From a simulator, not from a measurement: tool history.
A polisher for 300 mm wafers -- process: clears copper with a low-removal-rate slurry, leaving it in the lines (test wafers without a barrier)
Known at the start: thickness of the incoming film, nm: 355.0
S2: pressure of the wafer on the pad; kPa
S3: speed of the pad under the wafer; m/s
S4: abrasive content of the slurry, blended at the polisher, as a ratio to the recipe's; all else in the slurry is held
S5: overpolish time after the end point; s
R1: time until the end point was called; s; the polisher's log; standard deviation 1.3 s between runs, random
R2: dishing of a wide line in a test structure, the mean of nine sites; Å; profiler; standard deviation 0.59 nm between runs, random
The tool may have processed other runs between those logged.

run 1 hour=0.0 | flow_of_slurry_(ml/min)=300 S2=24.8 S3=0.92 S4=1.0 S5=24 | R1=135.11 R2=476.94
run 2 hour=5.4 | flow_of_slurry_(ml/min)=300 S2=26.9 S3=0.92 S4=1.0 S5=22 | R1=128.43 R2=458.72
run 3 hour=11.8 | flow_of_slurry_(ml/min)=300 S2=29.6 S3=0.92 S4=1.0 S5=21 | R1=120.18 R2=475.87
run 4 hour=19.9 | flow_of_slurry_(ml/min)=300 S2=31.7 S3=0.92 S4=1.0 S5=20 | R1=114.21 R2=482.58
run 5 hour=23.8 | flow_of_slurry_(ml/min)=300 S2=33.1 S3=0.92 S4=1.0 S5=19 | R1=111.20 R2=472.23
run 6 hour=30.5 | flow_of_slurry_(ml/min)=300 S2=33.1 S3=0.92 S4=1.0 S5=28 | R1=109.12 R2=642.01
run 7 hour=35.2 | flow_of_slurry_(ml/min)=300 S2=34.5 S3=0.92 S4=1.0 S5=24 | R1=104.19 R2=576.12

Estimate the outcome of run 8 from the log above:
run 8 hour=42.6 | flow_of_slurry_(ml/min)=300 S2=35.2 S3=0.92 S4=1.0 S5=22 | R1=? R2=?

R1: 105.85 s
R2: 558.23 Å
